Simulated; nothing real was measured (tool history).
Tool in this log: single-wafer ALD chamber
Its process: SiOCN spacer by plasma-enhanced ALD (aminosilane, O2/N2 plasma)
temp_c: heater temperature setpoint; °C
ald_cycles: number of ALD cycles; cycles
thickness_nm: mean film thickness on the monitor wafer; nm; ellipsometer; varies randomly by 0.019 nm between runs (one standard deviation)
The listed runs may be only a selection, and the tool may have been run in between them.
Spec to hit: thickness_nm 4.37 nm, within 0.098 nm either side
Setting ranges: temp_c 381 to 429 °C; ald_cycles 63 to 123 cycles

| run | hour | temp_c | ald_cycles | thickness_nm |
|---|---|---|---|---|
| 1 | 0 | 405 | 93 | 5.7431 |
| 2 | 8.8 | 407 | 89 | 5.5334 |
| 3 | 15.2 | 408 | 85 | 5.2256 |
| 4 | 23.3 | 409 | 83 | 5.0581 |
| 5 | 25.5 | 411 | 82 | 4.9644 |
| 6 | 30.9 | 411 | 93 | 5.6241 |
| 7 | 36.6 | 420 | 78 | 4.5891 |
| 8 | 39.6 | 421 | 78 | 4.54 |
| 9 | 47.3 | 422 | 78 | 4.5143 |
| 10 | 52.4 | 423 | 78 | 4.5356 |
| 11 | 55.7 | 424 | 78 | 4.4969 |

Pick the move, out of 5, that brings all results within their allowed miss; only one does.
| A | 59 | 425 | 81 | ? |
| B | 59 | 407 | 76 | ? |
| C | 59 | 423 | 80 | ? |
| D | 59 | 429 | 72 | ? |
| E | 59 | 429 | 77 | ? |

| move | thickness_nm |
|---|---|
| A | 4.6838 |
| B | 4.6898 |
| C | 4.6605 |
| D | 4.1012 |
| E | 4.3861 |
A: moves away from the targets compared with the last run
B: moves away from the targets compared with the last run
C: moves away from the targets compared with the last run
D: moves the result that the last run missed by most past its target, out the other side
E: all results in spec
Go with E: it meets all targets.

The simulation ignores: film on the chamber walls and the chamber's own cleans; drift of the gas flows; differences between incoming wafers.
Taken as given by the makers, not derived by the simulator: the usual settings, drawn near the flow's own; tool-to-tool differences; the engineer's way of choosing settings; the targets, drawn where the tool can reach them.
